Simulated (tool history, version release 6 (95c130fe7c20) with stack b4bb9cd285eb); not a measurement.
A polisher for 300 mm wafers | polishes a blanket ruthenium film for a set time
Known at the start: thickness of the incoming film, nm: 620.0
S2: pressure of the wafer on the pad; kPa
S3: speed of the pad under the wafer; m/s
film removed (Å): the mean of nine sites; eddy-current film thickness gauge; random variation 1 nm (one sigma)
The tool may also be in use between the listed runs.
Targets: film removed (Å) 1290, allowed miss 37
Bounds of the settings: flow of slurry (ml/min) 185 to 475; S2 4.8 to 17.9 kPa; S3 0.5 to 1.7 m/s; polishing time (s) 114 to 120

Run 1, hour 0: flow of slurry (ml/min) 305, S2 11 kPa, S3 1.1 m/s, polishing time (s) 114. Result: film removed (Å) 963.13.
Run 2, hour 5.7: flow of slurry (ml/min) 305, S2 12.4 kPa, S3 1.1 m/s, polishing time (s) 114. Result: film removed (Å) 1104.7.
Run 3, hour 11.4: flow of slurry (ml/min) 305, S2 13.1 kPa, S3 1.1 m/s, polishing time (s) 114. Result: film removed (Å) 1144.8.
Run 4, hour 14.7: flow of slurry (ml/min) 305, S2 13.1 kPa, S3 0.84 m/s, polishing time (s) 114. Result: film removed (Å) 888.52.
Run 5, hour 19.8: flow of slurry (ml/min) 270, S2 13.1 kPa, S3 0.84 m/s, polishing time (s) 114. Result: film removed (Å) 877.73.
Run 6, hour 22.9: flow of slurry (ml/min) 225, S2 13.1 kPa, S3 0.84 m/s, polishing time (s) 114. Result: film removed (Å) 848.39.
Run 7, hour 27: flow of slurry (ml/min) 260, S2 14.5 kPa, S3 0.84 m/s, polishing time (s) 114. Result: film removed (Å) 964.23.
Run 8, hour 28.7: flow of slurry (ml/min) 290, S2 15.9 kPa, S3 0.84 m/s, polishing time (s) 114. Result: film removed (Å) 1051.6.

Which of these 5 next moves meets every target?
Run A, hour 30.4: flow of slurry (ml/min) 215, S2 16.5 kPa, S3 0.94 m/s, polishing time (s) 114. Result: film removed (Å) ?.
Run B, hour 30.4: flow of slurry (ml/min) 195, S2 17.9 kPa, S3 0.84 m/s, polishing time (s) 120. Result: film removed (Å) ?.
Run C, hour 30.4: flow of slurry (ml/min) 355, S2 15.9 kPa, S3 0.86 m/s, polishing time (s) 120. Result: film removed (Å) ?.
Run D, hour 30.4: flow of slurry (ml/min) 265, S2 16.5 kPa, S3 0.96 m/s, polishing time (s) 119. Result: film removed (Å) ?.
Run E, hour 30.4: flow of slurry (ml/min) 295, S2 15.2 kPa, S3 0.74 m/s, polishing time (s) 114. Result: film removed (Å) ?.

move  film removed (Å)
   A            1184.4
   B            1191.8
   C            1159.9
   D            1296.3
   E            898.25
A: nearer than the last run, and not there yet
B: nearer than the last run, and not there yet
C: nearer than the last run, and not there yet
D: meets every target
E: further off than the last run
Answer: D
